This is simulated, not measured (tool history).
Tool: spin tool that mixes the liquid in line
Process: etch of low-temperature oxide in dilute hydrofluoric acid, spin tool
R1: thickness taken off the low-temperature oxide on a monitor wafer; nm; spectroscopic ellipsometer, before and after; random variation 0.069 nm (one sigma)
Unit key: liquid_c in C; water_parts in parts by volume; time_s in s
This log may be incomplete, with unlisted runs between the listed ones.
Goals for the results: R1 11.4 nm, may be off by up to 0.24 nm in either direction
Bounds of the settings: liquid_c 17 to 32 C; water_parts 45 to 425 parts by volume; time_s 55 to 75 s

{"run": 1, "hour": 0.0, "liquid_c": 24, "water_parts": 235, "time_s": 75, "R1": 3.7235}
{"run": 2, "hour": 1.2, "liquid_c": 21, "water_parts": 235, "time_s": 75, "R1": 3.341}
{"run": 3, "hour": 3.2, "liquid_c": 24, "water_parts": 185, "time_s": 75, "R1": 5.0684}
{"run": 4, "hour": 8.7, "liquid_c": 24, "water_parts": 185, "time_s": 75, "R1": 5.0089}
{"run": 5, "hour": 15.3, "liquid_c": 24, "water_parts": 185, "time_s": 75, "R1": 5.0258}
{"run": 6, "hour": 16.9, "liquid_c": 26.5, "water_parts": 160, "time_s": 75, "R1": 6.5743}
{"run": 7, "hour": 22.4, "liquid_c": 28, "water_parts": 145, "time_s": 75, "R1": 7.7712}
{"run": 8, "hour": 28.1, "liquid_c": 32, "water_parts": 105, "time_s": 75, "R1": 13.255}
{"run": 9, "hour": 34.5, "liquid_c": 31.5, "water_parts": 105, "time_s": 75, "R1": 12.984}
{"run": 10, "hour": 41.4, "liquid_c": 31, "water_parts": 105, "time_s": 75, "R1": 12.889}
{"run": 11, "hour": 45.1, "liquid_c": 30.5, "water_parts": 105, "time_s": 75, "R1": 12.511}
{"run": 12, "hour": 45.8, "liquid_c": 30, "water_parts": 105, "time_s": 75, "R1": 12.287}
{"run": 13, "hour": 53.0, "liquid_c": 29.5, "water_parts": 105, "time_s": 75, "R1": 12.003}
{"hour": 59.5, "done": "hydrofluoric acid flow meter replaced"}
{"run": 14, "hour": 59.5, "liquid_c": 29, "water_parts": 105, "time_s": 75, "R1": 13.443}
{"run": 15, "hour": 67.1, "liquid_c": 29, "water_parts": 110, "time_s": 75, "R1": 12.849}
{"run": 16, "hour": 75.0, "liquid_c": 29, "water_parts": 115, "time_s": 75, "R1": 12.205}

Pick the move, out of 5, that brings all results within their allowed miss; only one does.
{"run": "A", "hour": 82.9, "liquid_c": 28, "water_parts": 90, "time_s": 55, "R1": "?"}
{"run": "B", "hour": 82.9, "liquid_c": 29.5, "water_parts": 105, "time_s": 65, "R1": "?"}
{"run": "C", "hour": 82.9, "liquid_c": 28.5, "water_parts": 115, "time_s": 75, "R1": "?"}
{"run": "D", "hour": 82.9, "liquid_c": 28.5, "water_parts": 95, "time_s": 60, "R1": "?"}
{"run": "E", "hour": 82.9, "liquid_c": 30.5, "water_parts": 115, "time_s": 70, "R1": "?"}

move=A R1=11.408
move=B R1=11.984
move=C R1=11.996
move=D R1=11.936
move=E R1=12.061
A: each result inside its tolerance
B: closer than the last run, but not yet in spec
C: closer than the last run, but not yet in spec
D: closer than the last run, but not yet in spec
E: closer than the last run, but not yet in spec
Move A is the one to make.

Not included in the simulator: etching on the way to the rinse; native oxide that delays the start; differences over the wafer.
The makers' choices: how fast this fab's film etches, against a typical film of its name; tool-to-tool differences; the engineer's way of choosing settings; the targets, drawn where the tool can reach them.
